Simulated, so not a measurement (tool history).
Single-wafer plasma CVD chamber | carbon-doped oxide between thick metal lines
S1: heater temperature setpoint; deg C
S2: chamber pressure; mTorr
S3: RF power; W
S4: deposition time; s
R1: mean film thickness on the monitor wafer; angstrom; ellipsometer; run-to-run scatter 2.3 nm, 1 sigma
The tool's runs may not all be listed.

Run 1, hour 0.0: S1 375 deg C, S2 6050 mTorr, S3 605 W, S4 153 s. Result: R1 7390.5 angstrom.
Run 2, hour 2.0: S1 375 deg C, S2 6050 mTorr, S3 525 W, S4 153 s. Result: R1 6655.3 angstrom.
Run 3, hour 10.2: S1 375 deg C, S2 6050 mTorr, S3 455 W, S4 153 s. Result: R1 5906.1 angstrom.
Run 4, hour 18.6: S1 375 deg C, S2 6050 mTorr, S3 520 W, S4 153 s. Result: R1 6588.5 angstrom.
Run 5, hour 21.2: S1 374 deg C, S2 6300 mTorr, S3 545 W, S4 153 s. Result: R1 6887.0 angstrom.
Run 6, hour 23.1: S1 383 deg C, S2 6300 mTorr, S3 545 W, S4 153 s. Result: R1 6762.7 angstrom.
Run 7, hour 23.9: S1 372 deg C, S2 7510 mTorr, S3 640 W, S4 153 s. Result: R1 7894.7 angstrom.

Forecast run 8:
Run 8, hour 25.4: S1 372 deg C, S2 7560 mTorr, S3 645 W, S4 153 s. Result: R1 ?.

Logged for run 8: R1 7914.4 angstrom.
